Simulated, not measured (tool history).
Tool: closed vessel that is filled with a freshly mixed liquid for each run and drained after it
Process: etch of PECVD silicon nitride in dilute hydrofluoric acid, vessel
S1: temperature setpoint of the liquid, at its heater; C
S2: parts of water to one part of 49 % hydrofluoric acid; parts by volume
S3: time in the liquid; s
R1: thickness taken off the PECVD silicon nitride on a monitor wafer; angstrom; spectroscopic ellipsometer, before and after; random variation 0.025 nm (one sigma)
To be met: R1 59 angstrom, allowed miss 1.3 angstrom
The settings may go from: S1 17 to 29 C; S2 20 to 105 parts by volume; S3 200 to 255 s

| run | day | S1 | S2 | S3 | R1 |
|---|---|---|---|---|---|
| 1 | 0 | 21 | 55 | 255 | 66.198 |
| 2 | 0.167 | 23.5 | 55 | 255 | 78.124 |
| 3 | 0.383 | 23.5 | 70 | 255 | 61.47 |
| 4 | 0.458 | 23.5 | 70 | 255 | 62.346 |
| 5 | 0.704 | 20.5 | 70 | 255 | 50.612 |
| 6 | 0.967 | 20.5 | 50 | 255 | 70.319 |
| 7 | 1.038 | 20 | 50 | 255 | 68.277 |
| 8 | 1.3 | 19.5 | 50 | 255 | 65.48 |
| 9 | 1.392 | 18.5 | 50 | 255 | 61.19 |

Which of these 4 next moves meets every target?
| A | 1.483 | 19 | 45 | 245 | ? |
| B | 1.483 | 19 | 45 | 240 | ? |
| C | 1.483 | 19 | 50 | 240 | ? |
| D | 1.483 | 19 | 45 | 235 | ? |

| move | R1 |
|---|---|
| A | 67.498 |
| B | 66.12 |
| C | 59.694 |
| D | 64.743 |
A: further off than the last run
B: further off than the last run
C: meets every target
D: further off than the last run
Answer: C
